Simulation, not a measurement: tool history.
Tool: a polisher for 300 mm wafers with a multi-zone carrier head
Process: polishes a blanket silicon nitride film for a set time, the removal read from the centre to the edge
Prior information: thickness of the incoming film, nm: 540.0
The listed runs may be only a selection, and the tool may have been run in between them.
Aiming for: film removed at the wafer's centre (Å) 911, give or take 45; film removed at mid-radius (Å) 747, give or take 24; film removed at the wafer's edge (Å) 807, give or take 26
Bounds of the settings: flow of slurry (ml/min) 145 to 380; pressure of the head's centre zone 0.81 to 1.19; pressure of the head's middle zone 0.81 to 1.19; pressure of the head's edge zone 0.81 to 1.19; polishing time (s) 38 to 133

| run | hour | flow of slurry (ml/min) | pressure of the head's centre zone | pressure of the head's middle zone | pressure of the head's edge zone | polishing time (s) | film removed at the wafer's centre (Å) | film removed at mid-radius (Å) | film removed at the wafer's edge (Å) |
|---|---|---|---|---|---|---|---|---|---|
| 1 | 0 | 245 | 1 | 1 | 1 | 85 | 1346.7 | 1330.9 | 1368.2 |
| 2 | 1.9 | 245 | 1 | 1 | 1 | 99 | 1496.2 | 1558.3 | 1601 |
| 3 | 8.5 | 240 | 1 | 0.98 | 0.98 | 90 | 1340.2 | 1389 | 1412.6 |
| 4 | 10.6 | 240 | 1 | 0.98 | 0.98 | 101 | 1575.6 | 1542.3 | 1617.3 |
|  | 19 | slurry nozzle cleaned |
| 5 | 19 | 240 | 1 | 0.98 | 0.98 | 115 | 1919.4 | 1906.3 | 1913.5 |
| 6 | 26.4 | 180 | 1 | 0.98 | 0.98 | 115 | 1812.2 | 1858 | 1879.8 |
| 7 | 28.7 | 185 | 1.02 | 0.96 | 0.96 | 104 | 1718.9 | 1628.2 | 1691.2 |
| 8 | 29.3 | 185 | 1.02 | 0.95 | 0.94 | 93 | 1560.6 | 1431.8 | 1488.1 |
| 9 | 33.3 | 185 | 1.02 | 0.95 | 0.93 | 84 | 1377.2 | 1306.6 | 1360.9 |
| 10 | 39.7 | 175 | 1.12 | 0.86 | 0.83 | 60 | 1064.2 | 863.69 | 889.11 |

4 next moves are on the table. One of them brings every result within its allowed miss. Which?
| A | 46.1 | 150 | 1.01 | 0.88 | 0.87 | 53 | ? | ? | ? |
| B | 46.1 | 145 | 1.1 | 0.85 | 0.83 | 55 | ? | ? | ? |
| C | 46.1 | 145 | 1.07 | 0.88 | 0.87 | 49 | ? | ? | ? |
| D | 46.1 | 190 | 1.18 | 0.93 | 0.81 | 48 | ? | ? | ? |

| move | film removed at the wafer's centre (Å) | film removed at mid-radius (Å) | film removed at the wafer's edge (Å) |
|---|---|---|---|
| A | 810.4 | 759 | 812.93 |
| B | 901.06 | 760.27 | 823.71 |
| C | 783.23 | 697.03 | 748.11 |
| D | 882.7 | 748.2 | 735.16 |
A: meets the target for the result that was furthest off, but another lies outside its allowed miss
B: each result inside its tolerance
C: moves the result that the last run missed by most past its target, out the other side
D: meets the target for the result that was furthest off, but another lies outside its allowed miss
The right move is B.

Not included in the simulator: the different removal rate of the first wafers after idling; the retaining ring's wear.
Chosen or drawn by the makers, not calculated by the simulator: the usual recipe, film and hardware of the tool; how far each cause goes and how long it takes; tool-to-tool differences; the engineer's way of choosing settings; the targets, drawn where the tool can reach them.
